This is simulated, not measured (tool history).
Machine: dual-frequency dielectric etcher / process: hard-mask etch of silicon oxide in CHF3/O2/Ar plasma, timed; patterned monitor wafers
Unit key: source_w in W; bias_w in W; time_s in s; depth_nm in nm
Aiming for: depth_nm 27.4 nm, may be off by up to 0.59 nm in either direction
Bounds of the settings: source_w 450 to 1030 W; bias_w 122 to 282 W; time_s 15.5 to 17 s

run  hour  source_w  bias_w  time_s  depth_nm
  1     0       740     202      17    33.967
  2   7.5       740     202      17    33.505
  3   9.9       740     202    15.5    30.686
  4    17       740     229    15.5    32.796
  5  25.8       740     203    15.5    30.888
  6  27.4       740     203      17    33.682
  7  35.9       670     191      17    31.414
  8  40.3       620     187      17    30.205
  9  42.6       580     185      17    29.148
 10  50.6       480     180      17    26.637

Consider the 5 candidate settings below. Which is the only one whose results all fall within their allowed miss of target?
  A  58.6       450     189    16.5         ?
  B  58.6       510     180    15.5         ?
  C  58.6       530     167    16.5         ?
  D  58.6       530     169      16         ?
  E  58.6       560     175    16.5         ?

move  depth_nm
   A    25.841
   B    24.878
   C    25.837
   D    25.216
   E    27.091
A: its largest miss is bigger than the last run's
B: its largest miss is bigger than the last run's
C: its largest miss is bigger than the last run's
D: its largest miss is bigger than the last run's
E: every result lands within tolerance
The right move is E.

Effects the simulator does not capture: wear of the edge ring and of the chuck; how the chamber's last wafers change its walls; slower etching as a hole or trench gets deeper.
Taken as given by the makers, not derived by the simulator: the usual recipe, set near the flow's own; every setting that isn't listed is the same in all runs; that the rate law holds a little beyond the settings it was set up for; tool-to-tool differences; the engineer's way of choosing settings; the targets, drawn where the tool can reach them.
